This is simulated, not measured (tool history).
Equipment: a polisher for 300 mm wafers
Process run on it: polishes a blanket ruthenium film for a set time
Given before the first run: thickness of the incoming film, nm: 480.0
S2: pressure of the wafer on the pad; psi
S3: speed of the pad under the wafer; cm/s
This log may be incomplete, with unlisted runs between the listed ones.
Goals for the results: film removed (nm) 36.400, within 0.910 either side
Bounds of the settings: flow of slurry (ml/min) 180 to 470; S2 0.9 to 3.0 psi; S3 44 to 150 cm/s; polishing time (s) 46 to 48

Run 1, hour 0.0: flow of slurry (ml/min) 300, S2 1.9 psi, S3 96 cm/s, polishing time (s) 46. Result: film removed (nm) 52.287.
Run 2, hour 3.1: flow of slurry (ml/min) 295, S2 1.7 psi, S3 96 cm/s, polishing time (s) 46. Result: film removed (nm) 46.662.
Run 3, hour 7.9: flow of slurry (ml/min) 295, S2 1.2 psi, S3 96 cm/s, polishing time (s) 46. Result: film removed (nm) 33.515.
Run 4, hour 15.2: flow of slurry (ml/min) 300, S2 1.2 psi, S3 96 cm/s, polishing time (s) 46. Result: film removed (nm) 34.247.
Run 5, hour 21.8: flow of slurry (ml/min) 240, S2 1.2 psi, S3 96 cm/s, polishing time (s) 46. Result: film removed (nm) 33.110.
Run 6, hour 23.0: flow of slurry (ml/min) 240, S2 0.9 psi, S3 96 cm/s, polishing time (s) 46. Result: film removed (nm) 24.987.
Run 7, hour 24.5: flow of slurry (ml/min) 300, S2 1.0 psi, S3 96 cm/s, polishing time (s) 46. Result: film removed (nm) 28.437.
Run 8, hour 30.4: flow of slurry (ml/min) 310, S2 1.1 psi, S3 96 cm/s, polishing time (s) 46. Result: film removed (nm) 31.143.
Run 9, hour 36.3: flow of slurry (ml/min) 335, S2 1.2 psi, S3 96 cm/s, polishing time (s) 46. Result: film removed (nm) 34.213.
Run 10, hour 37.0: flow of slurry (ml/min) 395, S2 1.2 psi, S3 96 cm/s, polishing time (s) 46. Result: film removed (nm) 34.991.
Run 11, hour 43.4: flow of slurry (ml/min) 405, S2 1.2 psi, S3 96 cm/s, polishing time (s) 46. Result: film removed (nm) 34.778.
Run 12, hour 50.4: flow of slurry (ml/min) 410, S2 1.2 psi, S3 96 cm/s, polishing time (s) 46. Result: film removed (nm) 34.575.
Run 13, hour 58.2: flow of slurry (ml/min) 415, S2 1.2 psi, S3 96 cm/s, polishing time (s) 46. Result: film removed (nm) 34.644.
Run 14, hour 63.9: flow of slurry (ml/min) 420, S2 1.3 psi, S3 96 cm/s, polishing time (s) 46. Result: film removed (nm) 37.474.
Run 15, hour 71.0: flow of slurry (ml/min) 415, S2 1.3 psi, S3 96 cm/s, polishing time (s) 46. Result: film removed (nm) 37.447.
Run 16, hour 78.3: flow of slurry (ml/min) 410, S2 1.2 psi, S3 96 cm/s, polishing time (s) 46. Result: film removed (nm) 34.344.

Of the 5 settings listed for the next run, only one would bring every result within its allowed miss of target. Which one?
Run A, hour 85.6: flow of slurry (ml/min) 325, S2 1.6 psi, S3 72 cm/s, polishing time (s) 47. Result: film removed (nm) ?.
Run B, hour 85.6: flow of slurry (ml/min) 360, S2 1.1 psi, S3 94 cm/s, polishing time (s) 48. Result: film removed (nm) ?.
Run C, hour 85.6: flow of slurry (ml/min) 425, S2 1.9 psi, S3 64 cm/s, polishing time (s) 46. Result: film removed (nm) ?.
Run D, hour 85.6: flow of slurry (ml/min) 375, S2 1.0 psi, S3 106 cm/s, polishing time (s) 46. Result: film removed (nm) ?.
Run E, hour 85.6: flow of slurry (ml/min) 360, S2 1.2 psi, S3 88 cm/s, polishing time (s) 48. Result: film removed (nm) ?.

move  film removed (nm)
   A             34.483
   B             32.078
   C             36.304
   D             31.660
   E             32.690
A: closer than the last run, but not yet in spec
B: lands further from the targets than the last run did
C: all results in spec
D: lands further from the targets than the last run did
E: lands further from the targets than the last run did
Move C is the one to make.

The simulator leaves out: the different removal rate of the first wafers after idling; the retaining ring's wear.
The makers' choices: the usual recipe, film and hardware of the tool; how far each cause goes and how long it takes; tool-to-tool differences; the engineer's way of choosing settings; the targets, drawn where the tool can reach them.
